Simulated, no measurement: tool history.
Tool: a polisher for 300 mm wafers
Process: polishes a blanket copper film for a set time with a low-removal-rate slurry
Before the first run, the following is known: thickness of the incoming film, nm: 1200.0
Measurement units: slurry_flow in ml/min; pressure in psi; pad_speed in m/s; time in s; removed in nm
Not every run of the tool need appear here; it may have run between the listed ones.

run  hour  slurry_flow  pressure  pad_speed  slurry_solids  time  removed
  1     0          245       2.8       1.22              1    85   363.56
  2   8.5          245       2.8       1.22            1.2    85    367.7
  3  12.1          245       2.7       1.22            1.2    85   357.58
  4  16.1          245       2.1       1.22            1.2    85   281.54
  5  20.9          245       2.1       1.22            1.1    85   274.54
  6  25.8          245       2.1       1.22            0.9    85    263.5

The next listed run, before its measurement:
  7  26.8          245       2.1       1.22            0.9    85        ?

removed: 266.96 nm
